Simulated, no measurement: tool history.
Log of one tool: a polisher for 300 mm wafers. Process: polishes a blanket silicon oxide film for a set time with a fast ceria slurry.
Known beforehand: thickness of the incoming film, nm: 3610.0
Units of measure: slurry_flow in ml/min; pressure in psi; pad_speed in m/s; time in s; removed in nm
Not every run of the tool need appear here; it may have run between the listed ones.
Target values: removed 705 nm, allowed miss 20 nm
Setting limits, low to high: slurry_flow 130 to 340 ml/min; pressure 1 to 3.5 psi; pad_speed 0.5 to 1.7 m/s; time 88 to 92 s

Run 1, hour 0: slurry_flow 220 ml/min, pressure 2.2 psi, pad_speed 1.1 m/s, time 88 s. Result: removed 1198.7 nm.
Run 2, hour 2.5: slurry_flow 220 ml/min, pressure 2 psi, pad_speed 1.1 m/s, time 88 s. Result: removed 1092.6 nm.
Run 3, hour 3.6: slurry_flow 220 ml/min, pressure 1.8 psi, pad_speed 1.1 m/s, time 88 s. Result: removed 983.11 nm.
Run 4, hour 11: slurry_flow 220 ml/min, pressure 1.8 psi, pad_speed 1.1 m/s, time 88 s. Result: removed 1000.9 nm.
At hour 19.6: slurry nozzle cleaned.
Run 5, hour 19.6: slurry_flow 220 ml/min, pressure 1.7 psi, pad_speed 1.1 m/s, time 88 s. Result: removed 968.39 nm.
Run 6, hour 21.4: slurry_flow 220 ml/min, pressure 1.6 psi, pad_speed 1.1 m/s, time 88 s. Result: removed 901.21 nm.
Run 7, hour 22.6: slurry_flow 220 ml/min, pressure 1.5 psi, pad_speed 1.1 m/s, time 88 s. Result: removed 849.85 nm.
Run 8, hour 31.1: slurry_flow 220 ml/min, pressure 1.4 psi, pad_speed 1.1 m/s, time 88 s. Result: removed 793.19 nm.
Run 9, hour 33.7: slurry_flow 215 ml/min, pressure 1.3 psi, pad_speed 1.1 m/s, time 88 s. Result: removed 746.49 nm.
Run 10, hour 38.1: slurry_flow 210 ml/min, pressure 1.3 psi, pad_speed 1.1 m/s, time 88 s. Result: removed 739.86 nm.
Run 11, hour 39.7: slurry_flow 205 ml/min, pressure 1.3 psi, pad_speed 1.1 m/s, time 88 s. Result: removed 729.73 nm.
Run 12, hour 40.9: slurry_flow 200 ml/min, pressure 1.3 psi, pad_speed 1.1 m/s, time 88 s. Result: removed 736.35 nm.
Run 13, hour 48.8: slurry_flow 195 ml/min, pressure 1.3 psi, pad_speed 1.1 m/s, time 88 s. Result: removed 737.39 nm.
Run 14, hour 54.1: slurry_flow 190 ml/min, pressure 1.2 psi, pad_speed 1.1 m/s, time 88 s. Result: removed 683.23 nm.
Run 15, hour 56.1: slurry_flow 195 ml/min, pressure 1.2 psi, pad_speed 1.1 m/s, time 88 s. Result: removed 677.99 nm.
Run 16, hour 60.4: slurry_flow 200 ml/min, pressure 1.2 psi, pad_speed 1.1 m/s, time 88 s. Result: removed 689.29 nm.

Below are 4 possible settings for the next run. Only one of them brings all results inside the allowed miss of their targets. Which is it?
Run A, hour 64.7: slurry_flow 160 ml/min, pressure 1.3 psi, pad_speed 0.94 m/s, time 92 s. Result: removed ?.
Run B, hour 64.7: slurry_flow 265 ml/min, pressure 1.7 psi, pad_speed 0.64 m/s, time 92 s. Result: removed ?.
Run C, hour 64.7: slurry_flow 145 ml/min, pressure 1.5 psi, pad_speed 0.82 m/s, time 88 s. Result: removed ?.
Run D, hour 64.7: slurry_flow 190 ml/min, pressure 1.4 psi, pad_speed 0.92 m/s, time 92 s. Result: removed ?.

move  removed
   A   660.95
   B   672.46
   C   644.36
   D   710.55
A: misses by more than the last run did
B: misses by more than the last run did
C: misses by more than the last run did
D: in spec on every target
D meets every target.
